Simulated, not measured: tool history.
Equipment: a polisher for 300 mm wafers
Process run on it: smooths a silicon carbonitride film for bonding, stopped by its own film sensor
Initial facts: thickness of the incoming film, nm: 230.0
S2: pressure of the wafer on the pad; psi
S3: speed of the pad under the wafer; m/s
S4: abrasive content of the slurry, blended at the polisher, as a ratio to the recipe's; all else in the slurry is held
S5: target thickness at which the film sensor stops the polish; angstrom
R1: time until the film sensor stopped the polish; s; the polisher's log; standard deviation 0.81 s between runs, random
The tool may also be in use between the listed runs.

{"run": 1, "hour": 0.0, "flow of slurry (ml/min)": 180, "S2": 2.7, "S3": 1.16, "S4": 1.0, "S5": 1930, "R1": 92.012}
{"run": 2, "hour": 3.9, "flow of slurry (ml/min)": 210, "S2": 2.7, "S3": 1.16, "S4": 1.0, "S5": 1930, "R1": 89.175}
{"run": 3, "hour": 5.9, "flow of slurry (ml/min)": 210, "S2": 2.7, "S3": 1.36, "S4": 1.0, "S5": 1930, "R1": 78.379}
{"run": 4, "hour": 10.0, "flow of slurry (ml/min)": 210, "S2": 2.7, "S3": 1.36, "S4": 1.0, "S5": 1970, "R1": 68.771}
{"run": 5, "hour": 12.1, "flow of slurry (ml/min)": 210, "S2": 2.1, "S3": 1.36, "S4": 1.0, "S5": 1970, "R1": 89.885}
{"hour": 16.8, "done": "worn pad replaced by a new one"}
{"run": 6, "hour": 16.8, "flow of slurry (ml/min)": 210, "S2": 2.1, "S3": 1.36, "S4": 1.0, "S5": 1930, "R1": 90.366}

Run 7 is up next; what results do you expect?
{"run": 7, "hour": 25.3, "flow of slurry (ml/min)": 210, "S2": 2.3, "S3": 1.38, "S4": 1.0, "S5": 1930, "R1": "?"}

R1: 80.867 s
